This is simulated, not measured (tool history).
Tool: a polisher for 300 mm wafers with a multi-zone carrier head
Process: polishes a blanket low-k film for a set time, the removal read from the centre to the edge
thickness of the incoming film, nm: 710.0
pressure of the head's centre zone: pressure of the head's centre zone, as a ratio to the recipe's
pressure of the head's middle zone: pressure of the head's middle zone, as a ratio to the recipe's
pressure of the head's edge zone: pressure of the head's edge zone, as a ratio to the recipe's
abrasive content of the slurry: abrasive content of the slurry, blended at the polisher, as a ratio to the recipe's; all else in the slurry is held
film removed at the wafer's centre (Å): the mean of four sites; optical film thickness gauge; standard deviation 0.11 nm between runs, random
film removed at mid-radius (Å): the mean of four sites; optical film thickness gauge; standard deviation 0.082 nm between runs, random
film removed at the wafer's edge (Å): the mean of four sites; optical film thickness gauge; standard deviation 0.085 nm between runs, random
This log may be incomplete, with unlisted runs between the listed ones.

run,hour,flow of slurry (ml/min),pressure of the head's centre zone,pressure of the head's middle zone,pressure of the head's edge zone,abrasive content of the slurry,polishing time (s),film removed at the wafer's centre (Å),film removed at mid-radius (Å),film removed at the wafer's edge (Å)
1,0,255,1,1,1,1,40,122.65,127.23,124.24
2,4.5,255,1,1,1,1.2,40,134.69,134.48,132.22
3,13,255,1.03,0.96,0.96,1.05,39,125.75,122.6,122.33
4,18.1,255,1.07,0.94,0.94,0.9,38,119.59,109,109.53
5,23.7,250,1.07,0.92,0.92,0.85,38,113.9,104.39,103.79
6,24.3,250,1,0.92,0.92,0.85,38,107.28,104.76,103.98
7,33.1,240,1.02,0.9,0.9,0.85,38,109.54,102.55,104.43

What does the tool deliver on the next run?
8,38.6,240,1.03,0.89,0.88,0.8,38,?,?,?

film removed at the wafer's centre (Å): 107.08
film removed at mid-radius (Å): 99.512
film removed at the wafer's edge (Å): 99.052
